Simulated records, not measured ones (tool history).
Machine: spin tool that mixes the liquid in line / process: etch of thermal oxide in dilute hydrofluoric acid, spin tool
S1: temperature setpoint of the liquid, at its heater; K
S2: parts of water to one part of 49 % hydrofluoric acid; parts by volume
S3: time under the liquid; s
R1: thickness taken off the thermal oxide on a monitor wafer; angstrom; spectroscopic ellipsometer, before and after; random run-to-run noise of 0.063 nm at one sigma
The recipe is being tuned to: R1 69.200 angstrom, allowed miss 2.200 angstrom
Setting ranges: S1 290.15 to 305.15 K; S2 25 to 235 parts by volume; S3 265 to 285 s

| run | hour | S1 | S2 | S3 | R1 |
|---|---|---|---|---|---|
| 1 | 0.0 | 297.15 | 130 | 265 | 85.591 |
| 2 | 6.5 | 296.15 | 130 | 265 | 80.878 |
| 3 | 14.1 | 296.15 | 105 | 265 | 106.510 |
| 4 | 16.7 | 297.65 | 105 | 265 | 110.560 |
| 5 | 25.6 | 296.15 | 110 | 265 | 99.000 |
| 6 | 31.2 | 295.15 | 115 | 265 | 89.516 |
| 7 | 31.8 | 294.15 | 115 | 265 | 87.028 |
|  | 37.3 | hydrofluoric acid flow meter replaced |
| 8 | 37.3 | 293.65 | 115 | 265 | 97.577 |
| 9 | 42.4 | 293.65 | 120 | 265 | 93.196 |
| 10 | 48.0 | 293.65 | 125 | 265 | 87.120 |
| 11 | 52.7 | 293.65 | 130 | 265 | 85.024 |

Exactly one of the 4 candidate moves below puts every result within its allowed miss. Which one?
| A | 57.4 | 295.15 | 175 | 285 | ? |
| B | 57.4 | 295.15 | 120 | 285 | ? |
| C | 57.4 | 294.65 | 115 | 285 | ? |
| D | 57.4 | 292.15 | 140 | 275 | ? |

| move | R1 |
|---|---|
| A | 69.106 |
| B | 107.040 |
| C | 110.110 |
| D | 76.811 |
A: all results in spec
B: lands further from the targets than the last run did
C: lands further from the targets than the last run did
D: nearer than the last run, and not there yet
A is the move that brings every result within its allowed miss.
